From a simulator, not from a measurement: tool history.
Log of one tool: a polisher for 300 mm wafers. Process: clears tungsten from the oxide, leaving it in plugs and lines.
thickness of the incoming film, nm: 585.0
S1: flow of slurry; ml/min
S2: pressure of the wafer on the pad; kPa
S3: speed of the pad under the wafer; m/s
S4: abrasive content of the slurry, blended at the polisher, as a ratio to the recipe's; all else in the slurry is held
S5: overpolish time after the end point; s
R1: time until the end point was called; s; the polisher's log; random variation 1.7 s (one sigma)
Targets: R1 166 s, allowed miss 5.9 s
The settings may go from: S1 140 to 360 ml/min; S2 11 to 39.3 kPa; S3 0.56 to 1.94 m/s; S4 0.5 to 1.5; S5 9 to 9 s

run 1 day=0 | S1=230 S2=24.8 S3=1.24 S4=1 S5=9 | R1=130.27
run 2 day=0.179 | S1=230 S2=24.8 S3=1.38 S4=1 S5=9 | R1=116.12
run 3 day=0.308 | S1=230 S2=23.4 S3=1.38 S4=1 S5=9 | R1=121.51
run 4 day=0.675 | S1=230 S2=22.1 S3=1.38 S4=1 S5=9 | R1=128.76
run 5 day=0.812 | S1=230 S2=21.4 S3=1.38 S4=1 S5=9 | R1=134.03
run 6 day=1.167 | S1=180 S2=21.4 S3=1.38 S4=1 S5=9 | R1=138.24
-- day=1.196 slurry tank refilled with fresh slurry and peroxide
run 7 day=1.196 | S1=180 S2=20.7 S3=1.38 S4=1 S5=9 | R1=119.83
run 8 day=1.304 | S1=200 S2=20 S3=1.38 S4=1 S5=9 | R1=123.08
run 9 day=1.462 | S1=200 S2=20 S3=1.32 S4=1 S5=9 | R1=129.41
run 10 day=1.642 | S1=200 S2=19.3 S3=1.26 S4=1 S5=9 | R1=140.58
run 11 day=1.858 | S1=200 S2=19.3 S3=1.26 S4=1 S5=9 | R1=142.34
run 12 day=2.038 | S1=200 S2=18.6 S3=1.26 S4=1 S5=9 | R1=143.86
run 13 day=2.129 | S1=200 S2=17.9 S3=1.26 S4=1 S5=9 | R1=147.71
run 14 day=2.467 | S1=200 S2=17.2 S3=1.26 S4=1 S5=9 | R1=156.98

Which of these 4 next moves meets every target?
run A day=2.804 | S1=185 S2=17.2 S3=1.2 S4=1 S5=9 | R1=?
run B day=2.804 | S1=195 S2=17.2 S3=1.12 S4=0.95 S5=9 | R1=?
run C day=2.804 | S1=215 S2=22.1 S3=0.82 S4=1 S5=9 | R1=?
run D day=2.804 | S1=195 S2=17.2 S3=1.1 S4=0.95 S5=9 | R1=?

move=A R1=164.5
move=B R1=176.82
move=C R1=185.35
move=D R1=179.92
A: meets every target
B: takes the result that was furthest off past its target
C: takes the result that was furthest off past its target
D: takes the result that was furthest off past its target
Move A is the one to make.

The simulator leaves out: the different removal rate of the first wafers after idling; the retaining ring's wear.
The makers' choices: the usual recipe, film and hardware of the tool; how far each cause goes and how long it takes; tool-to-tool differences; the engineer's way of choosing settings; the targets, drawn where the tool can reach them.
